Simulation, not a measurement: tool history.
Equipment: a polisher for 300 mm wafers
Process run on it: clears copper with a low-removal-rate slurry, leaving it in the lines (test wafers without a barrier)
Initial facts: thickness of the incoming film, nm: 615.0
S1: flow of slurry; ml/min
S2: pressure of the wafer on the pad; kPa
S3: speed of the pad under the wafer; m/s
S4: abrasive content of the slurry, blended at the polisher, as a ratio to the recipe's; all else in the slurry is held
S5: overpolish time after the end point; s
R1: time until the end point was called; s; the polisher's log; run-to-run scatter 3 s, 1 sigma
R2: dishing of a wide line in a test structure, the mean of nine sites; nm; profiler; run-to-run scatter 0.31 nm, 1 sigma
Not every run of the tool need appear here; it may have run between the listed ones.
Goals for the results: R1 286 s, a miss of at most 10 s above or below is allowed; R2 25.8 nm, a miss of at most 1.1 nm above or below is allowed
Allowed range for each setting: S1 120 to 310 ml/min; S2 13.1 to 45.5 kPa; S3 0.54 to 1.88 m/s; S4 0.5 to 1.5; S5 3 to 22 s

run	hour	S1	S2	S3	S4	S5	R1	R2
1	0	200	29	1.2	1	11	123.32	33.561
2	5.4	200	33.8	1.2	1	11	108.17	38.714
3	13.6	195	29	1.1	1	13	138.62	36.036
4	20.8	190	24.8	1.04	1	14	173.99	32.524
5	29.7	185	22.1	1.02	1	15	193.48	30.416
6	34.2	180	20	1	1	16	220.97	29.56
7	40.2	170	18.6	1	1	16	236.06	27.822
8	44	160	17.9	1	1	16	248.76	25.821
9	48.3	150	17.9	1	1	17	250.99	27.433
10	49.6	140	13.8	1	1	18	322.19	22.821
11	53.1	150	13.8	1	1	18	319.05	22.995
12	60.3	165	13.8	1	1	18	314.19	23.375

Consider the 4 candidate settings below. Which is the only one whose results all fall within their allowed miss of target?
A	67.5	180	13.8	1.02	1	22	?	?
B	67.5	190	15.2	0.92	0.95	20	?	?
C	67.5	180	13.1	1.12	1.1	16	?	?
D	67.5	190	19.3	0.78	0.95	18	?	?

move	R1	R2
A	306.61	28.484
B	311.81	26.16
C	285.56	23.229
D	290.44	25.707
A: better than the last run, though not everything is in spec
B: better than the last run, though not everything is in spec
C: corrects the largest miss of the last run, while another result sits out of spec
D: each result inside its tolerance
Correct choice: D, which meets every target
